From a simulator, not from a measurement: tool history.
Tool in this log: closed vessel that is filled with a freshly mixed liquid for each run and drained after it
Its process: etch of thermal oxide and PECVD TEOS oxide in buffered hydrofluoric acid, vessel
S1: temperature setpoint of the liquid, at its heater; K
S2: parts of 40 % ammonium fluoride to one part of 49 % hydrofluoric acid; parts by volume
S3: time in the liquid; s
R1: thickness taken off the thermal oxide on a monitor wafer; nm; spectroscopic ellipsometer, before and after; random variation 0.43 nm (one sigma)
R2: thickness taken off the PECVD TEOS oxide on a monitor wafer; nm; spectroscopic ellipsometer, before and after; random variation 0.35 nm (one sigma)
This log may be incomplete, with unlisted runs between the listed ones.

run  hour      S1   S2  S3       R1       R2
  1   0.0  294.15  7.5  60   76.538  127.910
  2   7.2  296.15  7.5  60   86.176  142.870
  3   9.3  296.15  5.5  60  113.460  188.980
  4  11.3  296.15  7.5  60   86.705  141.840
  5  19.0  296.15  7.5  40   57.479   94.922
  6  27.0  296.15  7.5  30   42.857   71.583
  7  30.1  297.65  7.5  30   46.979   77.167
  8  38.6  298.65  7.0  30   52.530   87.830

Run 9 is up next; what results do you expect?
  9  44.8  299.65  7.0  30   ?   ?

Run 9 came out at R1 55.969 nm, R2 92.765 nm.
